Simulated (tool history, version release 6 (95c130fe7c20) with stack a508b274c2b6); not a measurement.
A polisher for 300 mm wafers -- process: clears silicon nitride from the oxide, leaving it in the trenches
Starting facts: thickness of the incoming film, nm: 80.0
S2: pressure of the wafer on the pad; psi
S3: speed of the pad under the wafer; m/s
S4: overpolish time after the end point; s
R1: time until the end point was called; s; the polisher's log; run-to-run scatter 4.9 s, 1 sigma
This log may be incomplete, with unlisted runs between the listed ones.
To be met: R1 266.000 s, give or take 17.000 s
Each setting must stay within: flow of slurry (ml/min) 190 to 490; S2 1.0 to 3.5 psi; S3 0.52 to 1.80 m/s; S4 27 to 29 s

run 1 day=0.000 | flow_of_slurry_(ml/min)=315 S2=2.2 S3=1.16 S4=27 | R1=95.585
run 2 day=0.200 | flow_of_slurry_(ml/min)=315 S2=2.0 S3=1.16 S4=27 | R1=107.010
run 3 day=0.567 | flow_of_slurry_(ml/min)=315 S2=1.7 S3=1.16 S4=27 | R1=119.150
run 4 day=0.746 | flow_of_slurry_(ml/min)=315 S2=1.7 S3=1.16 S4=29 | R1=123.940
run 5 day=0.796 | flow_of_slurry_(ml/min)=310 S2=1.5 S3=1.04 S4=29 | R1=152.430
run 6 day=1.071 | flow_of_slurry_(ml/min)=375 S2=1.5 S3=1.04 S4=29 | R1=146.290
run 7 day=1.212 | flow_of_slurry_(ml/min)=375 S2=1.5 S3=1.04 S4=29 | R1=156.950
run 8 day=1.471 | flow_of_slurry_(ml/min)=380 S2=1.4 S3=0.96 S4=29 | R1=176.290
run 9 day=1.617 | flow_of_slurry_(ml/min)=380 S2=1.4 S3=0.96 S4=29 | R1=176.900
run 10 day=1.896 | flow_of_slurry_(ml/min)=380 S2=1.3 S3=0.92 S4=29 | R1=202.990
run 11 day=2.100 | flow_of_slurry_(ml/min)=380 S2=1.3 S3=0.92 S4=29 | R1=192.330
run 12 day=2.258 | flow_of_slurry_(ml/min)=380 S2=1.2 S3=0.88 S4=29 | R1=222.740

5 candidate next runs follow, results not yet known. Just one meets every target within its allowed miss. Identify it.
run A day=2.417 | flow_of_slurry_(ml/min)=380 S2=1.1 S3=0.80 S4=27 | R1=?
run B day=2.417 | flow_of_slurry_(ml/min)=430 S2=1.5 S3=0.96 S4=29 | R1=?
run C day=2.417 | flow_of_slurry_(ml/min)=350 S2=1.2 S3=0.90 S4=29 | R1=?
run D day=2.417 | flow_of_slurry_(ml/min)=250 S2=1.8 S3=0.64 S4=29 | R1=?
run E day=2.417 | flow_of_slurry_(ml/min)=445 S2=1.4 S3=0.88 S4=27 | R1=?

move=A R1=253.750
move=B R1=159.370
move=C R1=211.440
move=D R1=198.390
move=E R1=183.770
A: all results in spec
B: its largest miss is bigger than the last run's
C: its largest miss is bigger than the last run's
D: its largest miss is bigger than the last run's
E: its largest miss is bigger than the last run's
So the answer is move A, the one that meets all the targets.
